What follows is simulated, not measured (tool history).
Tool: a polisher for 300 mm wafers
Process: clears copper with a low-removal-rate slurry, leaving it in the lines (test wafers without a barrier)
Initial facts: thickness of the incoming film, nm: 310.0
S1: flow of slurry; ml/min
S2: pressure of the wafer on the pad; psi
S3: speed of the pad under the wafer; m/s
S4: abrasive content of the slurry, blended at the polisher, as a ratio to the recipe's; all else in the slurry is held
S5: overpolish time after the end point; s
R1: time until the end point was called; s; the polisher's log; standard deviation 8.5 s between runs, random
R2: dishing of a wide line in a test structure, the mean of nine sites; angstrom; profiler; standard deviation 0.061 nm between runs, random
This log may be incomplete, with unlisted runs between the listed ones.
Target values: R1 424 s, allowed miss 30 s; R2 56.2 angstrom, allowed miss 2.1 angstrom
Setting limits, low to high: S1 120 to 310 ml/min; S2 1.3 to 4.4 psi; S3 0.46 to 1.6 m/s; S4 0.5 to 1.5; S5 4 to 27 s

Run 1, hour 0: S1 200 ml/min, S2 2.8 psi, S3 1.02 m/s, S4 1, S5 14 s. Result: R1 116.91 s, R2 267.56 angstrom.
Run 2, hour 4.8: S1 190 ml/min, S2 2.6 psi, S3 0.96 m/s, S4 0.95, S5 13 s. Result: R1 140.26 s, R2 217.35 angstrom.
Run 3, hour 11.5: S1 190 ml/min, S2 2.1 psi, S3 0.96 m/s, S4 0.95, S5 13 s. Result: R1 165.74 s, R2 178.28 angstrom.
Run 4, hour 16.7: S1 185 ml/min, S2 2 psi, S3 0.9 m/s, S4 0.9, S5 12 s. Result: R1 188.21 s, R2 148.93 angstrom.
Run 5, hour 22.6: S1 185 ml/min, S2 2 psi, S3 0.9 m/s, S4 1.05, S5 12 s. Result: R1 179.71 s, R2 148.94 angstrom.
Run 6, hour 29.6: S1 180 ml/min, S2 1.9 psi, S3 0.84 m/s, S4 1, S5 12 s. Result: R1 216.56 s, R2 133.32 angstrom.
Run 7, hour 36.7: S1 185 ml/min, S2 1.8 psi, S3 0.8 m/s, S4 1, S5 12 s. Result: R1 226.62 s, R2 123.58 angstrom.
Run 8, hour 38.1: S1 185 ml/min, S2 1.7 psi, S3 0.76 m/s, S4 1, S5 12 s. Result: R1 254.86 s, R2 110.4 angstrom.
Run 9, hour 41.2: S1 185 ml/min, S2 1.7 psi, S3 0.72 m/s, S4 1, S5 12 s. Result: R1 271.47 s, R2 103.21 angstrom.
At hour 46.4: head pressure recalibrated.
Run 10, hour 46.4: S1 185 ml/min, S2 1.7 psi, S3 0.7 m/s, S4 1, S5 12 s. Result: R1 301.32 s, R2 97.446 angstrom.
Run 11, hour 54.7: S1 185 ml/min, S2 1.7 psi, S3 0.68 m/s, S4 1, S5 12 s. Result: R1 300.3 s, R2 93.516 angstrom.
Run 12, hour 59.4: S1 185 ml/min, S2 1.7 psi, S3 0.66 m/s, S4 1, S5 12 s. Result: R1 311.2 s, R2 89.686 angstrom.
Run 13, hour 62.3: S1 180 ml/min, S2 1.4 psi, S3 0.46 m/s, S4 0.9, S5 9 s. Result: R1 529.56 s, R2 40 angstrom.

Next run, 4 choices. One meets every target within its allowed miss, the rest don't. Which?
Run A, hour 65.2: S1 185 ml/min, S2 1.4 psi, S3 0.48 m/s, S4 0.95, S5 10 s. Result: R1 ?, R2 ?.
Run B, hour 65.2: S1 180 ml/min, S2 1.4 psi, S3 0.54 m/s, S4 1, S5 13 s. Result: R1 ?, R2 ?.
Run C, hour 65.2: S1 235 ml/min, S2 1.4 psi, S3 0.58 m/s, S4 0.9, S5 10 s. Result: R1 ?, R2 ?.
Run D, hour 65.2: S1 165 ml/min, S2 1.7 psi, S3 0.5 m/s, S4 0.8, S5 9 s. Result: R1 ?, R2 ?.

move      R1      R2
   A  515.06  47.491
   B  459.07  68.689
   C  422.52  57.661
   D  428.97  51.332
A: better than the last run, though not everything is in spec
B: the result that was furthest off in the last run now lies on the other side of its target
C: every result lands within tolerance
D: better than the last run, though not everything is in spec
So the answer is move C, the one that meets all the targets.

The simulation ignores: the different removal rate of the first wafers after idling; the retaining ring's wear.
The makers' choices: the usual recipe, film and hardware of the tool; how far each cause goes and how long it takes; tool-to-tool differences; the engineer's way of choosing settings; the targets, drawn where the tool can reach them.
